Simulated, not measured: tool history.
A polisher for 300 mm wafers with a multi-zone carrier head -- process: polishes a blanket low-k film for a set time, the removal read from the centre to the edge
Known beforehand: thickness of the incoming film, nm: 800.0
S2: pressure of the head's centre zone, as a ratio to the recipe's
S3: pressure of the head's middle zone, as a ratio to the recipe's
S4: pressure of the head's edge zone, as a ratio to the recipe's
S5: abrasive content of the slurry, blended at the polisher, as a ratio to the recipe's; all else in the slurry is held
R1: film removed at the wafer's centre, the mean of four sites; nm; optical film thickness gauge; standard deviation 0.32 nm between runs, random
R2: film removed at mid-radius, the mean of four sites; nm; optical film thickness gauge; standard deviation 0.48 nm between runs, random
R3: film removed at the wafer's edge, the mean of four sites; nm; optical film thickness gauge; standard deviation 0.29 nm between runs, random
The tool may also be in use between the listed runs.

run 1 hour=0.0 | flow_of_slurry_(ml/min)=300 S2=1.00 S3=1.00 S4=1.00 S5=1.0 polishing_time_(s)=73 | R1=25.494 R2=26.218 R3=27.113
run 2 hour=1.2 | flow_of_slurry_(ml/min)=300 S2=0.97 S3=0.99 S4=1.04 S5=1.1 polishing_time_(s)=74 | R1=26.069 R2=27.630 R3=29.437
run 3 hour=3.1 | flow_of_slurry_(ml/min)=300 S2=0.97 S3=0.99 S4=1.04 S5=1.1 polishing_time_(s)=88 | R1=31.801 R2=32.982 R3=34.252
run 4 hour=6.6 | flow_of_slurry_(ml/min)=330 S2=0.97 S3=0.99 S4=1.04 S5=1.1 polishing_time_(s)=88 | R1=32.299 R2=32.351 R3=35.136
run 5 hour=12.5 | flow_of_slurry_(ml/min)=330 S2=0.97 S3=0.99 S4=1.04 S5=1.3 polishing_time_(s)=88 | R1=35.051 R2=34.842 R3=38.208
run 6 hour=14.6 | flow_of_slurry_(ml/min)=330 S2=0.94 S3=0.98 S4=1.06 S5=1.3 polishing_time_(s)=88 | R1=33.592 R2=35.521 R3=38.623
run 7 hour=21.2 | flow_of_slurry_(ml/min)=330 S2=0.94 S3=0.98 S4=1.06 S5=1.3 polishing_time_(s)=88 | R1=33.859 R2=34.733 R3=38.745
run 8 hour=22.2 | flow_of_slurry_(ml/min)=330 S2=0.92 S3=0.98 S4=1.07 S5=1.3 polishing_time_(s)=88 | R1=33.652 R2=34.637 R3=38.910

What will run 9 give?
run 9 hour=27.2 | flow_of_slurry_(ml/min)=325 S2=0.90 S3=0.99 S4=1.09 S5=1.3 polishing_time_(s)=88 | R1=? R2=? R3=?

Run 9 yielded R1 32.813 nm, R2 35.709 nm, R3 38.855 nm.
